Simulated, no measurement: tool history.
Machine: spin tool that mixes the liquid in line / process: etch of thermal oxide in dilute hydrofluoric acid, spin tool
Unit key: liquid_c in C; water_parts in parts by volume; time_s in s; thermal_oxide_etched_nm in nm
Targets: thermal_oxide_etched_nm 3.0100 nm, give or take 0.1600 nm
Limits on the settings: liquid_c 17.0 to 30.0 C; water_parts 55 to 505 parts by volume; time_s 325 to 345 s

Run 1, hour 0.0: liquid_c 22.0 C, water_parts 280 parts by volume, time_s 325 s. Result: thermal_oxide_etched_nm 4.2795 nm.
Run 2, hour 1.8: liquid_c 22.0 C, water_parts 280 parts by volume, time_s 325 s. Result: thermal_oxide_etched_nm 4.2975 nm.
Run 3, hour 3.3: liquid_c 22.0 C, water_parts 280 parts by volume, time_s 345 s. Result: thermal_oxide_etched_nm 4.4709 nm.
Run 4, hour 5.1: liquid_c 22.0 C, water_parts 280 parts by volume, time_s 345 s. Result: thermal_oxide_etched_nm 4.5816 nm.
Run 5, hour 10.2: liquid_c 22.0 C, water_parts 280 parts by volume, time_s 345 s. Result: thermal_oxide_etched_nm 4.5897 nm.
Run 6, hour 15.7: liquid_c 21.0 C, water_parts 295 parts by volume, time_s 345 s. Result: thermal_oxide_etched_nm 4.1176 nm.
Run 7, hour 18.1: liquid_c 20.5 C, water_parts 305 parts by volume, time_s 345 s. Result: thermal_oxide_etched_nm 3.8793 nm.
Run 8, hour 25.2: liquid_c 20.0 C, water_parts 315 parts by volume, time_s 345 s. Result: thermal_oxide_etched_nm 3.5225 nm.
Run 9, hour 33.7: liquid_c 19.5 C, water_parts 315 parts by volume, time_s 345 s. Result: thermal_oxide_etched_nm 3.6361 nm.

Consider the 5 candidate settings below. Which is the only one whose results all fall within their allowed miss of target?
Run A, hour 42.2: liquid_c 20.5 C, water_parts 350 parts by volume, time_s 325 s. Result: thermal_oxide_etched_nm ?.
Run B, hour 42.2: liquid_c 19.5 C, water_parts 305 parts by volume, time_s 325 s. Result: thermal_oxide_etched_nm ?.
Run C, hour 42.2: liquid_c 17.0 C, water_parts 345 parts by volume, time_s 325 s. Result: thermal_oxide_etched_nm ?.
Run D, hour 42.2: liquid_c 18.5 C, water_parts 375 parts by volume, time_s 325 s. Result: thermal_oxide_etched_nm ?.
Run E, hour 42.2: liquid_c 18.0 C, water_parts 355 parts by volume, time_s 325 s. Result: thermal_oxide_etched_nm ?.

move  thermal_oxide_etched_nm
   A                   3.1094
   B                   3.5799
   C                   2.7908
   D                   2.6466
   E                   2.7909
A: hits every target within its allowed miss
B: nearer than the last run, and not there yet
C: takes the biggest miss from the last run beyond its target
D: takes the biggest miss from the last run beyond its target
E: takes the biggest miss from the last run beyond its target
Move A is the one to make.

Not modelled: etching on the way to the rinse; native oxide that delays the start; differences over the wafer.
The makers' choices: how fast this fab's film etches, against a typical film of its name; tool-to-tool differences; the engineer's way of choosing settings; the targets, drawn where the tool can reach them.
